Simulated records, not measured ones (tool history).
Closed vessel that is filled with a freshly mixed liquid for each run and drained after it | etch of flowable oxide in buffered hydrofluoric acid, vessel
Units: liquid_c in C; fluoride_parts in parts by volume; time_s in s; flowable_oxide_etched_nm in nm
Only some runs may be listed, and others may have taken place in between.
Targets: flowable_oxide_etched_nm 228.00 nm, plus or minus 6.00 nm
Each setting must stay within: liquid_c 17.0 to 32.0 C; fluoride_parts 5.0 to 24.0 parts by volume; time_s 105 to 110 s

run  hour  liquid_c  fluoride_parts  time_s  flowable_oxide_etched_nm
  1   0.0      25.0            14.5     105                    371.74
  2   1.7      22.0            14.5     105                    312.04
  3   7.4      18.5            14.5     105                    256.03
  4  15.1      18.0            14.5     105                    254.00
  5  20.9      18.0            17.0     105                    213.65
  6  27.5      17.0            17.0     105                    200.41
  7  29.1      17.5            17.0     105                    209.93
  8  34.7      18.0            17.0     105                    214.51
  9  43.3      18.5            17.0     105                    222.79

Exactly one of the 4 candidate moves below puts every result within its allowed miss. Which one?
  A  51.9      21.5            21.5     105                         ?
  B  51.9      18.5            18.5     110                         ?
  C  51.9      19.0            18.0     110                         ?
  D  51.9      19.0            19.0     110                         ?

move  flowable_oxide_etched_nm
   A                    212.01
   B                    213.06
   C                    225.19
   D                    213.48
A: moves away from the targets compared with the last run
B: moves away from the targets compared with the last run
C: in spec on every target
D: moves away from the targets compared with the last run
Correct choice: C, which meets every target
